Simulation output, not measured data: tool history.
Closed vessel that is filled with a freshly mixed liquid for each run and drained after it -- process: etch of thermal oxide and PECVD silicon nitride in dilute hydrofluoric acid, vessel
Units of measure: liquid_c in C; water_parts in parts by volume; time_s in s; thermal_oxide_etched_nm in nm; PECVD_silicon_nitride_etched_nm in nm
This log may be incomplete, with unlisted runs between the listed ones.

run	hour	liquid_c	water_parts	time_s	thermal_oxide_etched_nm	PECVD_silicon_nitride_etched_nm
1	0.0	22.0	215	320	5.4166	3.5031
2	1.5	21.0	230	315	4.7601	3.0216
3	10.9	20.5	245	310	4.2218	2.6724
4	19.6	20.0	255	310	3.9532	2.5267
5	26.9	20.0	255	370	4.7585	3.0065
6	35.6	19.5	270	365	4.2276	2.6928
7	39.6	19.0	280	355	3.8976	2.4868
8	45.5	18.5	285	345	3.6424	2.3118
9	53.9	18.0	290	335	3.3701	2.1009
10	60.5	18.0	295	330	3.2921	2.0795

For run 11, what comes out?
11	67.6	18.0	300	320	?	?

thermal_oxide_etched_nm: 3.0779 nm
PECVD_silicon_nitride_etched_nm: 1.9380 nm

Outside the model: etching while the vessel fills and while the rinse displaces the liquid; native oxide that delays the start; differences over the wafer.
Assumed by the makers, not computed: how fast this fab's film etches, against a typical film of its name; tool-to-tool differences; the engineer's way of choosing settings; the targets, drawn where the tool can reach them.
